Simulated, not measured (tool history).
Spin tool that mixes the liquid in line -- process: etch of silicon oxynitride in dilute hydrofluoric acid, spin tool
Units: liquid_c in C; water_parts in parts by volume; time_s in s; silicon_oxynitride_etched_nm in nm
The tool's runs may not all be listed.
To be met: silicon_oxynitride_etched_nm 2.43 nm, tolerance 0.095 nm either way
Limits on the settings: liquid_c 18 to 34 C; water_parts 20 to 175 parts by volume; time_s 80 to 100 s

{"run": 1, "hour": 0.0, "liquid_c": 26, "water_parts": 95, "time_s": 100, "silicon_oxynitride_etched_nm": 1.7623}
{"run": 2, "hour": 5.3, "liquid_c": 28, "water_parts": 95, "time_s": 100, "silicon_oxynitride_etched_nm": 1.8771}
{"run": 3, "hour": 12.4, "liquid_c": 29.5, "water_parts": 95, "time_s": 100, "silicon_oxynitride_etched_nm": 2.0283}
{"run": 4, "hour": 13.4, "liquid_c": 30.5, "water_parts": 95, "time_s": 100, "silicon_oxynitride_etched_nm": 2.1141}
{"run": 5, "hour": 18.2, "liquid_c": 27.5, "water_parts": 95, "time_s": 100, "silicon_oxynitride_etched_nm": 1.8148}
{"run": 6, "hour": 20.0, "liquid_c": 29, "water_parts": 95, "time_s": 100, "silicon_oxynitride_etched_nm": 1.9697}
{"run": 7, "hour": 22.3, "liquid_c": 30, "water_parts": 95, "time_s": 100, "silicon_oxynitride_etched_nm": 2.0738}
{"run": 8, "hour": 28.1, "liquid_c": 31, "water_parts": 95, "time_s": 100, "silicon_oxynitride_etched_nm": 2.1656}
{"run": 9, "hour": 31.0, "liquid_c": 31.5, "water_parts": 95, "time_s": 100, "silicon_oxynitride_etched_nm": 2.2384}
{"run": 10, "hour": 39.1, "liquid_c": 32, "water_parts": 95, "time_s": 100, "silicon_oxynitride_etched_nm": 2.3034}

Which one of the following 4 next-run settings gets every result inside its allowed miss? There is exactly one.
{"run": "A", "hour": 47.2, "liquid_c": 30.5, "water_parts": 90, "time_s": 95, "silicon_oxynitride_etched_nm": "?"}
{"run": "B", "hour": 47.2, "liquid_c": 32.5, "water_parts": 75, "time_s": 80, "silicon_oxynitride_etched_nm": "?"}
{"run": "C", "hour": 47.2, "liquid_c": 32, "water_parts": 80, "time_s": 80, "silicon_oxynitride_etched_nm": "?"}
{"run": "D", "hour": 47.2, "liquid_c": 32, "water_parts": 85, "time_s": 80, "silicon_oxynitride_etched_nm": "?"}

move=A silicon_oxynitride_etched_nm=2.1601
move=B silicon_oxynitride_etched_nm=2.427
move=C silicon_oxynitride_etched_nm=2.2125
move=D silicon_oxynitride_etched_nm=2.0709
A: the biggest miss grows against the last run
B: hits every target within its allowed miss
C: the biggest miss grows against the last run
D: the biggest miss grows against the last run
So the answer is move B, the one that meets all the targets.

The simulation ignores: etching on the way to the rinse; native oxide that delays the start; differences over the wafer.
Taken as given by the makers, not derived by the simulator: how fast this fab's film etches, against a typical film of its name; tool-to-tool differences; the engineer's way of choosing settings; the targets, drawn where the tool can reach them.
